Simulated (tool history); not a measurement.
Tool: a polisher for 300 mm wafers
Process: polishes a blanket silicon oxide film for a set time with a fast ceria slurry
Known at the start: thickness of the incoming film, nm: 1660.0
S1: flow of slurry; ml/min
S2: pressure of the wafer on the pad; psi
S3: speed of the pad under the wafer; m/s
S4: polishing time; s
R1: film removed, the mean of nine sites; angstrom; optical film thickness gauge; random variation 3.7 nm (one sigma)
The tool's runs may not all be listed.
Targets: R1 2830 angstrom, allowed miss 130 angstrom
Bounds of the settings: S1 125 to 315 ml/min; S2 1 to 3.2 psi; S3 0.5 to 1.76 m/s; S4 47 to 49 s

Run 1, hour 0: S1 205 ml/min, S2 2.1 psi, S3 1.12 m/s, S4 47 s. Result: R1 6210.7 angstrom.
Run 2, hour 8.2: S1 205 ml/min, S2 1.9 psi, S3 1.08 m/s, S4 47 s. Result: R1 5481.7 angstrom.
Run 3, hour 16.8: S1 205 ml/min, S2 2.1 psi, S3 1.08 m/s, S4 47 s. Result: R1 5982.5 angstrom.
Run 4, hour 20.4: S1 205 ml/min, S2 1.8 psi, S3 1.08 m/s, S4 47 s. Result: R1 5285.2 angstrom.
Run 5, hour 21.6: S1 205 ml/min, S2 1.7 psi, S3 1.04 m/s, S4 47 s. Result: R1 4855.4 angstrom.
Run 6, hour 24.2: S1 205 ml/min, S2 1.6 psi, S3 1 m/s, S4 47 s. Result: R1 4401.8 angstrom.
Run 7, hour 29.5: S1 205 ml/min, S2 1.5 psi, S3 0.98 m/s, S4 47 s. Result: R1 4195.3 angstrom.
Run 8, hour 35.2: S1 200 ml/min, S2 1 psi, S3 0.74 m/s, S4 47 s. Result: R1 2427.1 angstrom.

5 next moves are on the table. One of them brings every result within its allowed miss. Which?
Run A, hour 40.9: S1 200 ml/min, S2 1.5 psi, S3 0.74 m/s, S4 48 s. Result: R1 ?.
Run B, hour 40.9: S1 235 ml/min, S2 1.4 psi, S3 0.74 m/s, S4 49 s. Result: R1 ?.
Run C, hour 40.9: S1 200 ml/min, S2 1 psi, S3 0.86 m/s, S4 48 s. Result: R1 ?.
Run D, hour 40.9: S1 180 ml/min, S2 1 psi, S3 0.62 m/s, S4 49 s. Result: R1 ?.
Run E, hour 40.9: S1 190 ml/min, S2 1 psi, S3 0.62 m/s, S4 48 s. Result: R1 ?.

move      R1
   A  3334.4
   B  3298.8
   C  2876.2
   D  2115.5
   E  2089.3
A: takes the result that was furthest off past its target
B: takes the result that was furthest off past its target
C: meets every target
D: further off than the last run
E: further off than the last run
The right move is C.
